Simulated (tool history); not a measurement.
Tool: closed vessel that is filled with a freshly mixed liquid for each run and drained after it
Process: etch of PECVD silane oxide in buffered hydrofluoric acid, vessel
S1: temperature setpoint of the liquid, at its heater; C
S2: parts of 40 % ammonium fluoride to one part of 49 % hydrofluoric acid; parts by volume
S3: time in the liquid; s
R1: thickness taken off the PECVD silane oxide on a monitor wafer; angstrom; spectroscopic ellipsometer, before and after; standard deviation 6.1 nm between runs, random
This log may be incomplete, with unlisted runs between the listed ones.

Run 1, day 0: S1 23 C, S2 9.5 parts by volume, S3 95 s. Result: R1 4388.3 angstrom.
Run 2, day 0.333: S1 23 C, S2 9.5 parts by volume, S3 95 s. Result: R1 4430.5 angstrom.
Run 3, day 0.442: S1 24.5 C, S2 9.5 parts by volume, S3 95 s. Result: R1 4682.7 angstrom.
Run 4, day 0.762: S1 25.5 C, S2 9.5 parts by volume, S3 95 s. Result: R1 4966.3 angstrom.
Run 5, day 1.083: S1 25.5 C, S2 9.5 parts by volume, S3 105 s. Result: R1 5437 angstrom.
Run 6, day 1.371: S1 26.5 C, S2 9.5 parts by volume, S3 105 s. Result: R1 5779 angstrom.
Run 7, day 1.433: S1 27 C, S2 9.5 parts by volume, S3 105 s. Result: R1 5991.7 angstrom.

Run 8, settings as shown, results not yet in. Your forecast:
Run 8, day 1.567: S1 27.5 C, S2 9.5 parts by volume, S3 105 s. Result: R1 ?.

Run 8 came out at R1 6187 angstrom.
